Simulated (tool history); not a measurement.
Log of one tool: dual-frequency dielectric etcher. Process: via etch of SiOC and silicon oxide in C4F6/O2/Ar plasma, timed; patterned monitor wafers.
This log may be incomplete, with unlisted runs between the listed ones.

run,hour,source power (kW),bias power (kW),etch time (s),mean etch depth across the wafer (angstrom)
1,0,0.34,0.187,50.5,514.41
2,6.9,0.34,0.199,50.5,531.65
3,15.8,0.34,0.17,50.5,494.15
4,16.6,0.34,0.17,50.5,495.35
5,23.4,0.36,0.175,50.5,511.07
6,26.2,0.36,0.208,50.5,550.4
7,33.8,0.37,0.209,50.5,555.52
8,37.3,0.38,0.21,50.5,560.25
9,40.9,0.39,0.212,50.5,567.48

Expected results for the next run?
10,44.9,0.4,0.214,50.5,?

Run 10 gave mean etch depth across the wafer (angstrom) 577.99.
